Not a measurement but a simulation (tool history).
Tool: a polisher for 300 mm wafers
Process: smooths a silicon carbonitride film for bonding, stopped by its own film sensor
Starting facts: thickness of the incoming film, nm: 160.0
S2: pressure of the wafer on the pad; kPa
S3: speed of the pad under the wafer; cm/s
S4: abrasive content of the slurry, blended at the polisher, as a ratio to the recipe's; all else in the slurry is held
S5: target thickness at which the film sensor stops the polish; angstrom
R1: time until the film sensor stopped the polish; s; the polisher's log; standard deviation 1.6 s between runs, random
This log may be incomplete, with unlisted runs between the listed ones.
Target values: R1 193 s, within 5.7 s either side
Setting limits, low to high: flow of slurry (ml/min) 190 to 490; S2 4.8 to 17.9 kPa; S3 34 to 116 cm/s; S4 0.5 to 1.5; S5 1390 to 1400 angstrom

Run 1, day 0: flow of slurry (ml/min) 315, S2 11 kPa, S3 74 cm/s, S4 1, S5 1400 angstrom. Result: R1 159.46 s.
Run 2, day 0.062: flow of slurry (ml/min) 315, S2 13.8 kPa, S3 74 cm/s, S4 1, S5 1400 angstrom. Result: R1 133.74 s.
Run 3, day 0.204: flow of slurry (ml/min) 315, S2 11.7 kPa, S3 74 cm/s, S4 1, S5 1400 angstrom. Result: R1 150.16 s.
Run 4, day 0.238: flow of slurry (ml/min) 315, S2 11.7 kPa, S3 88 cm/s, S4 1, S5 1400 angstrom. Result: R1 132.46 s.
Run 5, day 0.496: flow of slurry (ml/min) 315, S2 11.7 kPa, S3 88 cm/s, S4 1, S5 1390 angstrom. Result: R1 139.1 s.
Run 6, day 0.529: flow of slurry (ml/min) 315, S2 10.3 kPa, S3 88 cm/s, S4 1, S5 1390 angstrom. Result: R1 155.32 s.
Run 7, day 0.6: flow of slurry (ml/min) 315, S2 9.7 kPa, S3 88 cm/s, S4 1, S5 1390 angstrom. Result: R1 159.23 s.
Run 8, day 0.725: flow of slurry (ml/min) 315, S2 9 kPa, S3 88 cm/s, S4 1, S5 1390 angstrom. Result: R1 170.55 s.
Run 9, day 0.754: flow of slurry (ml/min) 315, S2 8.3 kPa, S3 88 cm/s, S4 1, S5 1390 angstrom. Result: R1 179.84 s.

Which of these 4 next moves meets every target?
Run A, day 0.783: flow of slurry (ml/min) 295, S2 9 kPa, S3 92 cm/s, S4 1, S5 1390 angstrom. Result: R1 ?.
Run B, day 0.783: flow of slurry (ml/min) 300, S2 8.3 kPa, S3 96 cm/s, S4 0.8, S5 1400 angstrom. Result: R1 ?.
Run C, day 0.783: flow of slurry (ml/min) 355, S2 9 kPa, S3 80 cm/s, S4 0.85, S5 1390 angstrom. Result: R1 ?.
Run D, day 0.783: flow of slurry (ml/min) 250, S2 6.9 kPa, S3 90 cm/s, S4 1, S5 1390 angstrom. Result: R1 ?.

move      R1
   A  164.21
   B  172.91
   C  191.48
   D  203.78
A: lands further from the targets than the last run did
B: lands further from the targets than the last run did
C: meets every target
D: carries the result that was furthest off beyond its target, to the other side
Go with C: it meets all targets.
